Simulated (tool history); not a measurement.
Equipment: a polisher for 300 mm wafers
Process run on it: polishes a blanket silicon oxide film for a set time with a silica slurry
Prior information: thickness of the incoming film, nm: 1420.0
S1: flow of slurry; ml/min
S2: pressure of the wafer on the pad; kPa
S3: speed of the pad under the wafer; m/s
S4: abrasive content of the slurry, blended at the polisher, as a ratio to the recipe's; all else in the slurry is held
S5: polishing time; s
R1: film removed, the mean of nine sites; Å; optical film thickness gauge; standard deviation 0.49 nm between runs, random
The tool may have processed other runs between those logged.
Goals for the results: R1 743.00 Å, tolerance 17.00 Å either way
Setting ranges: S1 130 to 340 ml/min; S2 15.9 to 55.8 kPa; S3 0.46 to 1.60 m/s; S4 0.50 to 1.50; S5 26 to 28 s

run,hour,S1,S2,S3,S4,S5,R1
1,0.0,220,35.9,1.02,1.00,28,1024.30
2,8.7,195,35.9,1.02,1.00,28,1011.80
3,16.7,190,33.1,1.02,1.00,28,934.88
4,25.3,185,31.0,1.02,1.00,28,887.25
5,26.2,185,29.6,1.02,1.00,28,859.32
6,27.7,185,28.3,1.02,1.00,28,835.17
7,34.9,170,23.4,1.02,1.00,28,701.11
8,37.8,175,23.4,1.02,1.00,28,717.34
9,41.9,180,23.4,1.02,1.00,28,720.72
10,49.7,180,23.4,1.02,1.00,28,719.07

Exercise: of the 4 proposed moves below, exactly one satisfies all targets within the stated allowed misses. Which move is it?
A,57.5,180,21.4,1.04,1.10,28,?
B,57.5,200,26.2,0.94,1.00,28,?
C,57.5,150,34.5,0.84,0.75,28,?
D,57.5,225,24.1,1.12,0.85,27,?

move,R1
A,711.17
B,736.10
C,660.20
D,708.63
A: further off than the last run
B: all results in spec
C: further off than the last run
D: further off than the last run
B meets every target.
